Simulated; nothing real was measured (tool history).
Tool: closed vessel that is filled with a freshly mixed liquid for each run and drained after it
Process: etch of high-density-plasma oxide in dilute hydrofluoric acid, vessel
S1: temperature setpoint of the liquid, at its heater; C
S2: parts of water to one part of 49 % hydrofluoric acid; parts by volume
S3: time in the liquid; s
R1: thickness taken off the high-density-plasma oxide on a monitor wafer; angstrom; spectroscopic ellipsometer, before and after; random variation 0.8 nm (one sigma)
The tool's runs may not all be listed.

run    day    S1   S2    S3       R1
  1  0.000  25.0  260  2670   491.88
  2  0.058  25.0  260  2875   529.45
  3  0.175  27.0  220  2875   703.98
  4  0.496  30.0  220  2875   774.00
  5  0.546  30.5  190  2875   943.42
  6  0.904  30.5  190  2670   885.98
  7  1.046  31.0  165  2670  1072.80
  8  1.092  31.5  150  2670  1208.40

Run 9 comes next. What will it give?
     1.242  -- hydrofluoric acid flow meter replaced
  9  1.242  32.0  140  2670   ?

Run 9 gave R1 1214.30 angstrom.
